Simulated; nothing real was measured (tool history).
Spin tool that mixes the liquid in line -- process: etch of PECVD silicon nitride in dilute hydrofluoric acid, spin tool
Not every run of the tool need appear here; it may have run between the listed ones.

run  hour  temperature setpoint of the liquid (C)  parts of water to one part of 49 % hydrofluoric acid (parts by volume)  time under the liquid (s)  thickness taken off the PECVD silicon nitride on a monitor wafer (angstrom)
  1     0                                      25                                                                     295                        300                                                                       18.509
  2   5.3                                    25.5                                                                     285                        300                                                                       18.851
  3   7.3                                    25.5                                                                     285                        320                                                                        21.54
  4  15.7                                      26                                                                     275                        320                                                                       22.042
     23.2  -- hydrofluoric acid flow meter replaced
  5  23.2                                      26                                                                     325                        320                                                                       18.076
  6  25.1                                    22.5                                                                     325                        320                                                                        15.04
  7  27.6                                    23.5                                                                     310                        320                                                                       16.053

Estimate the outcome of run 8 from the log above:
  8  28.6                                    27.5                                                                     190                        320                                                                            ?

Logged for run 8: thickness taken off the PECVD silicon nitride on a monitor wafer (angstrom) 33.692.

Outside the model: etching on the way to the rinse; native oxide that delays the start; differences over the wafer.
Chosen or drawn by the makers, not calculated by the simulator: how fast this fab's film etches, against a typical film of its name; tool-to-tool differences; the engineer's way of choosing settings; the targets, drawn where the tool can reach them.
